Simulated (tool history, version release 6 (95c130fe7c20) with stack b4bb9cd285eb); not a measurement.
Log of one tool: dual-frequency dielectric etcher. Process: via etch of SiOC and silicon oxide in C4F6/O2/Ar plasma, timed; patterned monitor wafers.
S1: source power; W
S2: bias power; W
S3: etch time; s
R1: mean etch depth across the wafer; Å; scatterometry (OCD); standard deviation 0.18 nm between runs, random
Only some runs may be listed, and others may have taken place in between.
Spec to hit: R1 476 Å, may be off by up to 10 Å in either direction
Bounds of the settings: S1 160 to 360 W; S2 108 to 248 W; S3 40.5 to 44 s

{"run": 1, "hour": 0.0, "S1": 260, "S2": 178, "S3": 44, "R1": 437.15}
{"run": 2, "hour": 3.7, "S1": 260, "S2": 178, "S3": 44, "R1": 433.75}
{"run": 3, "hour": 5.3, "S1": 270, "S2": 181, "S3": 44, "R1": 441.77}
{"run": 4, "hour": 7.9, "S1": 270, "S2": 211, "S3": 44, "R1": 461.66}
{"run": 5, "hour": 10.9, "S1": 270, "S2": 181, "S3": 44, "R1": 444.72}
{"run": 6, "hour": 17.7, "S1": 280, "S2": 183, "S3": 44, "R1": 448.13}
{"run": 7, "hour": 23.2, "S1": 290, "S2": 186, "S3": 44, "R1": 451.71}
{"run": 8, "hour": 30.4, "S1": 290, "S2": 186, "S3": 44, "R1": 457.4}

Next run, 4 choices. One meets every target within its allowed miss, the rest don't. Which?
{"run": "A", "hour": 37.6, "S1": 300, "S2": 207, "S3": 44, "R1": "?"}
{"run": "B", "hour": 37.6, "S1": 260, "S2": 196, "S3": 44, "R1": "?"}
{"run": "C", "hour": 37.6, "S1": 310, "S2": 192, "S3": 42.5, "R1": "?"}
{"run": "D", "hour": 37.6, "S1": 310, "S2": 194, "S3": 43, "R1": "?"}

move=A R1=468.05
move=B R1=441.71
move=C R1=446.98
move=D R1=453.55
A: all results in spec
B: the biggest miss grows against the last run
C: the biggest miss grows against the last run
D: the biggest miss grows against the last run
So the answer is move A, the one that meets all the targets.
